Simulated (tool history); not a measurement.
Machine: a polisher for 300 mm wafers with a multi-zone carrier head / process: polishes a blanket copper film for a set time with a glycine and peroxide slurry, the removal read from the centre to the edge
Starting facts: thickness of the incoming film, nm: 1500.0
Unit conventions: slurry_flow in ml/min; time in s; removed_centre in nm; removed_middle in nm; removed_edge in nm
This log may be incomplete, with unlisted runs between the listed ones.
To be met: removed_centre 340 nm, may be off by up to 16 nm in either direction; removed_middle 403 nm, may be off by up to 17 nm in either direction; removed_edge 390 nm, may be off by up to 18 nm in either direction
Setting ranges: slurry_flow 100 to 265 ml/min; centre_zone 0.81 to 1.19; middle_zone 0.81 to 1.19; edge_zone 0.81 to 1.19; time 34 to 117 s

Run 1, day 0: slurry_flow 170 ml/min, centre_zone 1, middle_zone 1, edge_zone 1, time 75 s. Result: removed_centre 451.96 nm, removed_middle 458.77 nm, removed_edge 455.08 nm.
Run 2, day 0.196: slurry_flow 155 ml/min, centre_zone 1, middle_zone 1, edge_zone 1, time 75 s. Result: removed_centre 458.72 nm, removed_middle 461.51 nm, removed_edge 456.63 nm.
Run 3, day 0.258: slurry_flow 195 ml/min, centre_zone 1, middle_zone 1, edge_zone 1, time 75 s. Result: removed_centre 477.78 nm, removed_middle 465.57 nm, removed_edge 468.21 nm.
Run 4, day 0.612: slurry_flow 185 ml/min, centre_zone 0.96, middle_zone 0.99, edge_zone 0.98, time 73 s. Result: removed_centre 428.1 nm, removed_middle 459.98 nm, removed_edge 450.93 nm.
Run 5, day 0.825: slurry_flow 185 ml/min, centre_zone 0.96, middle_zone 0.99, edge_zone 1.05, time 73 s. Result: removed_centre 416.66 nm, removed_middle 453.42 nm, removed_edge 467.09 nm.
Run 6, day 1.075: slurry_flow 185 ml/min, centre_zone 0.96, middle_zone 1.03, edge_zone 1.05, time 73 s. Result: removed_centre 436.44 nm, removed_middle 463.25 nm, removed_edge 456.41 nm.
Run 7, day 1.442: slurry_flow 180 ml/min, centre_zone 0.95, middle_zone 1.02, edge_zone 1.04, time 71 s. Result: removed_centre 416.73 nm, removed_middle 441.94 nm, removed_edge 441 nm.
Run 8, day 1.467: slurry_flow 180 ml/min, centre_zone 0.95, middle_zone 1.02, edge_zone 1.04, time 71 s. Result: removed_centre 418.88 nm, removed_middle 438.28 nm, removed_edge 446.17 nm.
Run 9, day 1.638: slurry_flow 175 ml/min, centre_zone 0.92, middle_zone 1.02, edge_zone 1.02, time 70 s. Result: removed_centre 393.83 nm, removed_middle 436.32 nm, removed_edge 432.19 nm.
Run 10, day 1.846: slurry_flow 175 ml/min, centre_zone 0.92, middle_zone 1.02, edge_zone 1.02, time 70 s. Result: removed_centre 396.39 nm, removed_middle 430.43 nm, removed_edge 440 nm.
Run 11, day 2.054: slurry_flow 175 ml/min, centre_zone 0.89, middle_zone 1.05, edge_zone 1.01, time 68 s. Result: removed_centre 372.36 nm, removed_middle 435.85 nm, removed_edge 417.96 nm.
Run 12, day 2.112: slurry_flow 170 ml/min, centre_zone 0.89, middle_zone 1.05, edge_zone 1, time 67 s. Result: removed_centre 364.07 nm, removed_middle 428.57 nm, removed_edge 411.4 nm.
Run 13, day 2.454: slurry_flow 165 ml/min, centre_zone 0.89, middle_zone 1.05, edge_zone 1, time 66 s. Result: removed_centre 356.54 nm, removed_middle 422.15 nm, removed_edge 402.94 nm.

Consider the 5 candidate settings below. Which is the only one whose results all fall within their allowed miss of target?
Run A, day 2.796: slurry_flow 165 ml/min, centre_zone 0.87, middle_zone 1.03, edge_zone 1.04, time 68 s. Result: removed_centre ?, removed_middle ?, removed_edge ?.
Run B, day 2.796: slurry_flow 130 ml/min, centre_zone 1.01, middle_zone 1.11, edge_zone 0.97, time 66 s. Result: removed_centre ?, removed_middle ?, removed_edge ?.
Run C, day 2.796: slurry_flow 180 ml/min, centre_zone 0.9, middle_zone 1.09, edge_zone 1.07, time 62 s. Result: removed_centre ?, removed_middle ?, removed_edge ?.
Run D, day 2.796: slurry_flow 220 ml/min, centre_zone 0.84, middle_zone 1.05, edge_zone 0.95, time 69 s. Result: removed_centre ?, removed_middle ?, removed_edge ?.
Run E, day 2.796: slurry_flow 175 ml/min, centre_zone 1.02, middle_zone 0.96, edge_zone 1, time 64 s. Result: removed_centre ?, removed_middle ?, removed_edge ?.

move  removed_centre  removed_middle  removed_edge
   A          361.66          414.62        427.68
   B          392.41          413.16        393.64
   C          344.65          398.17        397.71
   D          367.79          440.64        426.41
   E           399.6          372.91        397.69
A: brings the result that was furthest off to its target, and leaves another outside
B: brings the result that was furthest off to its target, and leaves another outside
C: each result inside its tolerance
D: its largest miss is bigger than the last run's
E: takes the biggest miss from the last run beyond its target
Move C is the one to make.

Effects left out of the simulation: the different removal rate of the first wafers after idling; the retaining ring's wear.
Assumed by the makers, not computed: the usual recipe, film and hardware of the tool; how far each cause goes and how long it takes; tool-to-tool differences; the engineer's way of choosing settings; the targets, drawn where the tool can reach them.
